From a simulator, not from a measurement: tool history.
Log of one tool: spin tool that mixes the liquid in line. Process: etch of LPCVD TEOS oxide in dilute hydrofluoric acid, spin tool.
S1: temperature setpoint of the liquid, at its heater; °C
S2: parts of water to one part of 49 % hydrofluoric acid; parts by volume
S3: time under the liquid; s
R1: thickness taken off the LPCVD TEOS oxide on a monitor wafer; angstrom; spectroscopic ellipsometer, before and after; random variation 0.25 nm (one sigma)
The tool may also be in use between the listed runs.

| run | hour | S1 | S2 | S3 | R1 |
|---|---|---|---|---|---|
| 1 | 0.0 | 22.0 | 100 | 50 | 172.68 |
| 2 | 2.4 | 20.5 | 100 | 50 | 162.80 |
| 3 | 4.2 | 20.5 | 135 | 50 | 116.68 |
| 4 | 5.1 | 20.5 | 135 | 50 | 116.86 |
| 5 | 6.3 | 22.0 | 135 | 50 | 122.50 |
| 6 | 6.9 | 24.5 | 100 | 50 | 190.59 |
| 7 | 9.2 | 26.5 | 80 | 50 | 267.74 |
| 8 | 9.9 | 27.5 | 70 | 50 | 319.34 |
| 9 | 16.0 | 30.0 | 50 | 50 | 507.90 |
| 10 | 18.8 | 29.0 | 50 | 50 | 491.43 |

Run 11 comes next. What will it give?
| 11 | 26.8 | 28.0 | 50 | 50 | ? |

{"run 11": {"R1": 469.07}}

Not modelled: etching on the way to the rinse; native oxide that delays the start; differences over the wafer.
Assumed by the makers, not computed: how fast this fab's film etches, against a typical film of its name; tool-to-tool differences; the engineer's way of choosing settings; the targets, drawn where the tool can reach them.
